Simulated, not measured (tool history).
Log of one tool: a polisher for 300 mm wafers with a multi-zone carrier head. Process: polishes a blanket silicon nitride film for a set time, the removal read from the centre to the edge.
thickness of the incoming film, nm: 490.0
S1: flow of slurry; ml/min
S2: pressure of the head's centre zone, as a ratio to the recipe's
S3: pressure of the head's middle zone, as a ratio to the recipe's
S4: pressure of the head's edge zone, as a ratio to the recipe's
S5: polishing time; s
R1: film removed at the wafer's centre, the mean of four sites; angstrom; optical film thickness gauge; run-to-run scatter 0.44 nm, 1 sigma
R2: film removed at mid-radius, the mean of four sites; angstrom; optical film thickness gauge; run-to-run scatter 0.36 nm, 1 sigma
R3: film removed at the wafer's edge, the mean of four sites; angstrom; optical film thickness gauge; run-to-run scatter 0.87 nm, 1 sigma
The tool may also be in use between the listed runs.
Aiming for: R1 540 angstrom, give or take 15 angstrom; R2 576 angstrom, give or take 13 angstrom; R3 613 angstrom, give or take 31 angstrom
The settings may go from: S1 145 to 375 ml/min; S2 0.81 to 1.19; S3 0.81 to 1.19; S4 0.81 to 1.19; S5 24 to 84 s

run  hour   S1    S2    S3    S4  S5      R1      R2      R3
  1     0  240     1     1     1  54  496.95  457.59  463.51
  2     7  200     1     1     1  54  493.75  450.28  458.75
  3   7.8  200  0.99  1.01  1.02  55  502.64  460.01     480
  4  11.7  200  0.99  1.01  1.09  55  493.63  459.66  480.16
  5    16  240  0.99  1.01  1.09  55  513.78  471.38  491.68
  6  23.9  240  0.99  1.09  1.09  55  510.57  497.01  491.25
  7  32.7  240  0.98  1.09   1.1  56  514.45  507.79  497.82
  8  36.5  255  0.88  1.02  1.19  67  561.84  587.56  629.94
  9  45.4  250  0.88  1.02  1.19  67   564.7  572.96  635.25
 10  48.8  245  0.87  1.04  1.17  67  557.61  586.86  602.11

4 candidate next runs follow, results not yet known. Just one meets every target within its allowed miss. Identify it.
  A  52.2  250  0.87  0.96  1.06  70   ?   ?   ?
  B  52.2  210  0.87  1.11  1.03  66   ?   ?   ?
  C  52.2  260  0.81  1.04  1.19  71   ?   ?   ?
  D  52.2  155  0.84  1.03  1.14  69   ?   ?   ?

move      R1      R2      R3
   A  583.61  574.62  615.15
   B  541.01  602.99     566
   C     563  625.81  652.49
   D  531.49  573.39  600.73
A: lands further from the targets than the last run did
B: brings the last run's worst result on target, with another outside its allowed miss
C: lands further from the targets than the last run did
D: all results land within tolerance of their targets
So the answer is move D, the one that meets all the targets.
